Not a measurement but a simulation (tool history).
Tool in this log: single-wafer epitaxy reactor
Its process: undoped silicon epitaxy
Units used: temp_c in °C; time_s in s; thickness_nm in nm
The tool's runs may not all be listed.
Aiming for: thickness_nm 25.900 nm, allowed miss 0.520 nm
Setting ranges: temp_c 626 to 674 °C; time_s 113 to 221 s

{"run": 1, "hour": 0.0, "temp_c": 650, "time_s": 167, "thickness_nm": 32.041}
{"run": 2, "hour": 0.7, "temp_c": 650, "time_s": 151, "thickness_nm": 28.965}
{"run": 3, "hour": 4.0, "temp_c": 654, "time_s": 151, "thickness_nm": 31.574}
{"run": 4, "hour": 5.8, "temp_c": 654, "time_s": 134, "thickness_nm": 27.718}
{"run": 5, "hour": 7.2, "temp_c": 663, "time_s": 134, "thickness_nm": 32.775}
{"hour": 8.5, "done": "pyrometer calibrated"}
{"run": 6, "hour": 8.5, "temp_c": 663, "time_s": 126, "thickness_nm": 27.627}
{"run": 7, "hour": 13.8, "temp_c": 662, "time_s": 126, "thickness_nm": 27.406}
{"run": 8, "hour": 20.3, "temp_c": 661, "time_s": 126, "thickness_nm": 26.238}

4 next moves are on the table. One of them brings every result within its allowed miss. Which?
{"run": "A", "hour": 26.8, "temp_c": 663, "time_s": 125, "thickness_nm": "?"}
{"run": "B", "hour": 26.8, "temp_c": 658, "time_s": 137, "thickness_nm": "?"}
{"run": "C", "hour": 26.8, "temp_c": 661, "time_s": 123, "thickness_nm": "?"}
{"run": "D", "hour": 26.8, "temp_c": 661, "time_s": 127, "thickness_nm": "?"}

move=A thickness_nm=27.361
move=B thickness_nm=27.298
move=C thickness_nm=25.933
move=D thickness_nm=26.776
A: further off than the last run
B: further off than the last run
C: meets every target
D: further off than the last run
C meets every target.

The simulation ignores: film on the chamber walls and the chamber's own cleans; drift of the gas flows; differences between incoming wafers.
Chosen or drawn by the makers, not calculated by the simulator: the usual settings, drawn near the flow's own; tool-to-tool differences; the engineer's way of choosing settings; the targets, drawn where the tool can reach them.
